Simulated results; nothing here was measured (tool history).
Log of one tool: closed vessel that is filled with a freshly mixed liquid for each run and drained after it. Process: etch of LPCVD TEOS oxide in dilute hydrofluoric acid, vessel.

run,hour,temperature setpoint of the liquid (C),parts of water to one part of 49 % hydrofluoric acid (parts by volume),time in the liquid (s),thickness taken off the LPCVD TEOS oxide on a monitor wafer (angstrom)
1,0.0,22.0,165,30,107.360
2,6.6,24.0,165,30,116.620
3,9.8,25.5,165,30,123.040
4,14.1,25.5,200,30,97.031
5,21.9,26.5,190,30,107.460
6,30.1,24.0,190,30,96.807
7,37.0,25.5,185,30,107.110
# hour 40.5: hydrofluoric acid flow meter replaced
8,40.5,26.5,180,30,101.400
9,42.2,25.0,165,30,107.730
10,46.7,26.0,145,30,131.320
11,55.3,27.0,145,30,134.150

Forecast run 12:
12,59.2,27.0,145,30,?

thickness taken off the LPCVD TEOS oxide on a monitor wafer (angstrom): 135.690
